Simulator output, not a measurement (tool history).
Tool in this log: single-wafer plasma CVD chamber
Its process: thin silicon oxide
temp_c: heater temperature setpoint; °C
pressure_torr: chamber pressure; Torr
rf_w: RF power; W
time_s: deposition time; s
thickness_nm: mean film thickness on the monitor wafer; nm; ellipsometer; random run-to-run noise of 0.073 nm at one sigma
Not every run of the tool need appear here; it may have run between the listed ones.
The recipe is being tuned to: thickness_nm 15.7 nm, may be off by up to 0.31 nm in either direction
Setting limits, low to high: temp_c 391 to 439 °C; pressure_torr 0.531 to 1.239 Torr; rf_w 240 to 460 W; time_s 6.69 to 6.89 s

run  hour  temp_c  pressure_torr  rf_w  time_s  thickness_nm
  1     0     415          0.885   350    6.69        12.845
  2   2.1     409          0.885   350    6.69        12.838
  3   8.6     419          0.885   350    6.69        12.791
  4  13.7     419          0.885   350    6.69        12.807
  5  18.3     419          0.948   350    6.69        13.613
  6  22.5     419          0.992   350    6.69        14.153
  7  28.4     419          1.025   350    6.69        14.455
  8  36.8     419          1.054   350    6.69         14.82
  9  40.2     419          1.074   350    6.69        15.036

Of the 4 settings listed for the next run, only one would bring every result within its allowed miss of target. Which one?
  A  43.6     410          1.089   405    6.89             ?
  B  43.6     423          1.013   420    6.89             ?
  C  43.6     414           0.96   370    6.79             ?
  D  43.6     417          1.118   375    6.89             ?

move  thickness_nm
   A        16.399
   B        15.563
   C        14.288
   D        16.266
A: the result that was furthest off in the last run now lies on the other side of its target
B: every result within its allowed miss
C: further off than the last run
D: the result that was furthest off in the last run now lies on the other side of its target
Answer: B

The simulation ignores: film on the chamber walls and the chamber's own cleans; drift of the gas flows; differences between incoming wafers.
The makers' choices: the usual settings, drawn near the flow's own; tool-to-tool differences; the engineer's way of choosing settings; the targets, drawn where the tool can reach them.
